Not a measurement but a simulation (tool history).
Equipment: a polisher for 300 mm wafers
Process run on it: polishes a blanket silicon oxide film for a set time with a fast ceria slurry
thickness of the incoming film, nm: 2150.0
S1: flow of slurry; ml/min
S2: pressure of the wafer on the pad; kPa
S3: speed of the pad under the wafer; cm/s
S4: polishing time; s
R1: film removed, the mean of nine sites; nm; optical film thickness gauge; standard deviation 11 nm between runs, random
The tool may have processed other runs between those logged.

run,hour,S1,S2,S3,S4,R1
1,0.0,310,15.9,86,91,990.07
2,8.1,310,13.8,86,91,865.69
3,12.6,250,13.8,86,91,867.03
4,18.3,205,13.8,86,91,832.27
5,25.7,185,13.8,86,91,823.66
6,31.5,195,14.5,86,91,865.76
7,39.6,200,15.2,86,91,924.78

The next listed run, before its measurement:
8,47.9,230,18.6,86,91,?

{"run 8": {"R1": 1109.7}}
